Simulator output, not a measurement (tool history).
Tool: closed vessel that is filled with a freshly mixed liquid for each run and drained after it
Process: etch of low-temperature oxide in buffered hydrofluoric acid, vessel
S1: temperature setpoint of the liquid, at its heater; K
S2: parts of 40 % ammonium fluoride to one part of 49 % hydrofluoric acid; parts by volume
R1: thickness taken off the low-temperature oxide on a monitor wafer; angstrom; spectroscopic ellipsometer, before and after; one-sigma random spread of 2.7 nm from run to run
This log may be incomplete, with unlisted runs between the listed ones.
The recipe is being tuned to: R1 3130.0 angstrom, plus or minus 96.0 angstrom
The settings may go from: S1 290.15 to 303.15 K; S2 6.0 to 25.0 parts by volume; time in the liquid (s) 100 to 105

run 1 hour=0.0 | S1=295.15 S2=15.5 time_in_the_liquid_(s)=100 | R1=1676.6
run 2 hour=3.5 | S1=295.15 S2=15.5 time_in_the_liquid_(s)=105 | R1=1761.9
run 3 hour=8.2 | S1=296.15 S2=15.0 time_in_the_liquid_(s)=105 | R1=1904.8
run 4 hour=17.0 | S1=297.15 S2=14.5 time_in_the_liquid_(s)=105 | R1=2109.1
run 5 hour=20.6 | S1=298.15 S2=14.5 time_in_the_liquid_(s)=105 | R1=2228.8
run 6 hour=28.1 | S1=298.65 S2=14.5 time_in_the_liquid_(s)=105 | R1=2291.8
run 7 hour=29.4 | S1=299.15 S2=14.5 time_in_the_liquid_(s)=105 | R1=2351.4
run 8 hour=33.7 | S1=299.65 S2=14.5 time_in_the_liquid_(s)=105 | R1=2378.1
run 9 hour=41.6 | S1=300.15 S2=14.0 time_in_the_liquid_(s)=105 | R1=2529.2
run 10 hour=48.7 | S1=300.65 S2=14.0 time_in_the_liquid_(s)=105 | R1=2621.9
run 11 hour=55.9 | S1=300.65 S2=14.0 time_in_the_liquid_(s)=105 | R1=2637.2
run 12 hour=63.7 | S1=301.15 S2=14.0 time_in_the_liquid_(s)=105 | R1=2717.1
run 13 hour=67.2 | S1=301.65 S2=14.0 time_in_the_liquid_(s)=105 | R1=2824.9
run 14 hour=75.7 | S1=302.65 S2=14.0 time_in_the_liquid_(s)=105 | R1=2897.7

Pick the move, out of 4, that brings all results within their allowed miss; only one does.
run A hour=84.2 | S1=303.15 S2=15.5 time_in_the_liquid_(s)=105 | R1=?
run B hour=84.2 | S1=302.65 S2=15.5 time_in_the_liquid_(s)=105 | R1=?
run C hour=84.2 | S1=303.15 S2=13.5 time_in_the_liquid_(s)=105 | R1=?
run D hour=84.2 | S1=303.15 S2=15.5 time_in_the_liquid_(s)=100 | R1=?

move=A R1=2682.9
move=B R1=2613.2
move=C R1=3071.7
move=D R1=2555.2
A: further off than the last run
B: further off than the last run
C: meets every target
D: further off than the last run
The right move is C.
